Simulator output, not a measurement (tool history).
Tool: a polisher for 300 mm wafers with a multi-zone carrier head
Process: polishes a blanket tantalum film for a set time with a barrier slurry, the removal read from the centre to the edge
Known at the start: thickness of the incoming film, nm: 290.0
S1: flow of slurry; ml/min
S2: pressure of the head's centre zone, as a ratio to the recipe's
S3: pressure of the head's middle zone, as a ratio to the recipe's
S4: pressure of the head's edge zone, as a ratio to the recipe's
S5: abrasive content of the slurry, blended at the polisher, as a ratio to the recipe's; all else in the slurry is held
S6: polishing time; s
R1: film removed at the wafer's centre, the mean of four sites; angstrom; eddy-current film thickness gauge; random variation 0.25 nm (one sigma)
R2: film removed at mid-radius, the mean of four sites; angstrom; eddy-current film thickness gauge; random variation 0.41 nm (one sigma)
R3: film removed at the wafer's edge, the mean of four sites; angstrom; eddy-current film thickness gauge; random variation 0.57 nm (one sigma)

run 1 hour=0.0 | S1=210 S2=1.00 S3=1.00 S4=1.00 S5=1.00 S6=71 | R1=722.87 R2=722.14 R3=729.57
run 2 hour=7.1 | S1=200 S2=0.95 S3=0.96 S4=0.97 S5=0.85 S6=65 | R1=594.81 R2=616.76 R3=634.21
run 3 hour=15.5 | S1=200 S2=0.95 S3=0.96 S4=0.97 S5=1.05 S6=65 | R1=639.67 R2=636.94 R3=681.16
run 4 hour=24.0 | S1=190 S2=0.93 S3=0.93 S4=0.95 S5=0.90 S6=61 | R1=558.32 R2=557.84 R3=577.85
run 5 hour=29.2 | S1=190 S2=0.93 S3=0.93 S4=0.95 S5=0.75 S6=61 | R1=534.34 R2=537.75 R3=569.29
run 6 hour=33.1 | S1=190 S2=0.93 S3=0.99 S4=0.95 S5=0.75 S6=61 | R1=531.57 R2=554.74 R3=563.54
run 7 hour=35.8 | S1=175 S2=0.90 S3=0.96 S4=0.94 S5=0.70 S6=59 | R1=476.83 R2=507.02 R3=520.03
run 8 hour=36.6 | S1=165 S2=0.88 S3=0.92 S4=0.93 S5=0.65 S6=59 | R1=460.16 R2=480.88 R3=510.52
run 9 hour=41.9 | S1=155 S2=0.86 S3=0.90 S4=0.92 S5=0.60 S6=58 | R1=419.54 R2=442.38 R3=485.05
run 10 hour=48.9 | S1=150 S2=0.85 S3=0.89 S4=0.90 S5=0.60 S6=58 | R1=407.38 R2=440.16 R3=477.24
run 11 hour=55.2 | S1=150 S2=0.85 S3=0.87 S4=0.88 S5=0.60 S6=58 | R1=408.89 R2=434.18 R3=468.80

The next listed run, before its measurement:
run 12 hour=61.8 | S1=145 S2=0.85 S3=0.86 S4=0.87 S5=0.60 S6=58 | R1=? R2=? R3=?

{"run 12": {"R1": 412.54, "R2": 431.92, "R3": 467.34}}
